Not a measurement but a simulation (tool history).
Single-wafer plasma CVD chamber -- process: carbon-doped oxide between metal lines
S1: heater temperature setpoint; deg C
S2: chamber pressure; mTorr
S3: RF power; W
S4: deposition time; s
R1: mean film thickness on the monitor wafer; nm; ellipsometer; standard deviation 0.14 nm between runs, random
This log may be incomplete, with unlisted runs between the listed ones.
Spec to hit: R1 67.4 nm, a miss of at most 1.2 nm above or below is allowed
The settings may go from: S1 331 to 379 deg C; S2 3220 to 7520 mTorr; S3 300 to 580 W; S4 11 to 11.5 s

{"run": 1, "day": 0.0, "S1": 355, "S2": 5370, "S3": 440, "S4": 11.5, "R1": 53.595}
{"run": 2, "day": 0.338, "S1": 355, "S2": 5370, "S3": 385, "S4": 11.5, "R1": 47.31}
{"run": 3, "day": 0.662, "S1": 345, "S2": 5370, "S3": 385, "S4": 11.5, "R1": 48.501}
{"run": 4, "day": 0.721, "S1": 345, "S2": 5370, "S3": 385, "S4": 11, "R1": 46.704}
{"run": 5, "day": 0.921, "S1": 344, "S2": 5590, "S3": 420, "S4": 11, "R1": 50.814}
{"run": 6, "day": 1.104, "S1": 334, "S2": 5590, "S3": 420, "S4": 11, "R1": 52.452}
{"run": 7, "day": 1.196, "S1": 334, "S2": 5770, "S3": 445, "S4": 11, "R1": 55.134}
{"run": 8, "day": 1.5, "S1": 334, "S2": 5900, "S3": 465, "S4": 11, "R1": 57.355}
{"run": 9, "day": 1.792, "S1": 334, "S2": 5990, "S3": 480, "S4": 11, "R1": 58.963}

5 next moves are on the table. One of them brings every result within its allowed miss. Which?
{"run": "A", "day": 2.083, "S1": 331, "S2": 5330, "S3": 490, "S4": 11.5, "R1": "?"}
{"run": "B", "day": 2.083, "S1": 331, "S2": 6150, "S3": 490, "S4": 11.4, "R1": "?"}
{"run": "C", "day": 2.083, "S1": 351, "S2": 5280, "S3": 465, "S4": 11.2, "R1": "?"}
{"run": "D", "day": 2.083, "S1": 332, "S2": 6340, "S3": 565, "S4": 11, "R1": "?"}
{"run": "E", "day": 2.083, "S1": 337, "S2": 5650, "S3": 435, "S4": 11, "R1": "?"}

move=A R1=62.492
move=B R1=62.74
move=C R1=55.023
move=D R1=67.152
move=E R1=53.587
A: closes in on the targets versus the last run, not all within tolerance yet
B: closes in on the targets versus the last run, not all within tolerance yet
C: further off than the last run
D: in spec on every target
E: further off than the last run
Correct choice: D, which meets every target
